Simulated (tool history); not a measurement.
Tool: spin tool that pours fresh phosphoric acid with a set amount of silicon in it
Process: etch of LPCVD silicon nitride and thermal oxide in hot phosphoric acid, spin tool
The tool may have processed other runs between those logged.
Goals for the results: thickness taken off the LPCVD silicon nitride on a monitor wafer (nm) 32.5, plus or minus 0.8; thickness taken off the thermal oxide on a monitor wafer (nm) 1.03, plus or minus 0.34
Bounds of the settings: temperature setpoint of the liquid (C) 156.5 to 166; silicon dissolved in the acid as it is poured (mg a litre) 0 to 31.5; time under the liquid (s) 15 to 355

| run | hour | temperature setpoint of the liquid (C) | silicon dissolved in the acid as it is poured (mg a litre) | time under the liquid (s) | thickness taken off the LPCVD silicon nitride on a monitor wafer (nm) | thickness taken off the thermal oxide on a monitor wafer (nm) |
|---|---|---|---|---|---|---|
| 1 | 0 | 161 | 14 | 180 | 18.286 | 0.35787 |
| 2 | 8.3 | 160 | 14 | 180 | 17.602 | 0.44424 |
| 3 | 12.5 | 160 | 17.5 | 180 | 17.674 | 0.3599 |
| 4 | 14.6 | 160 | 20.5 | 180 | 17.499 | 0.33002 |
| 5 | 15.9 | 160 | 18.5 | 190 | 18.63 | 0.36687 |
| 6 | 22.2 | 160 | 16.5 | 200 | 19.751 | 0.48186 |
| 7 | 30.6 | 160.5 | 15.5 | 205 | 20.076 | 0.41982 |
| 8 | 34.7 | 158 | 8 | 295 | 27.247 | 0.65044 |
| 9 | 42.6 | 158.5 | 7 | 295 | 27.84 | 0.66455 |
| 10 | 43.8 | 159 | 6.5 | 295 | 28.048 | 0.69704 |
| 11 | 45.1 | 159.5 | 6 | 295 | 28.489 | 0.73991 |
| 12 | 48.1 | 160 | 5.5 | 295 | 28.892 | 0.68551 |
| 13 | 51.4 | 160 | 5 | 295 | 29.036 | 0.78111 |

5 candidate next runs follow, results not yet known. Just one meets every target within its allowed miss. Identify it.
| A | 54.7 | 158 | 18 | 300 | ? | ? |
| B | 54.7 | 161.5 | 3.5 | 250 | ? | ? |
| C | 54.7 | 160 | 0 | 330 | ? | ? |
| D | 54.7 | 161.5 | 6.5 | 300 | ? | ? |
| E | 54.7 | 159 | 14.5 | 280 | ? | ? |

| move | thickness taken off the LPCVD silicon nitride on a monitor wafer (nm) | thickness taken off the thermal oxide on a monitor wafer (nm) |
|---|---|---|
| A | 27.889 | 0.46137 |
| B | 26.143 | 0.69381 |
| C | 32.819 | 0.87552 |
| D | 31.372 | 0.78407 |
| E | 26.925 | 0.50786 |
A: moves away from the targets compared with the last run
B: moves away from the targets compared with the last run
C: hits every target within its allowed miss
D: an improvement on the last run, though not all results are within tolerance
E: moves away from the targets compared with the last run
So the answer is move C, the one that meets all the targets.

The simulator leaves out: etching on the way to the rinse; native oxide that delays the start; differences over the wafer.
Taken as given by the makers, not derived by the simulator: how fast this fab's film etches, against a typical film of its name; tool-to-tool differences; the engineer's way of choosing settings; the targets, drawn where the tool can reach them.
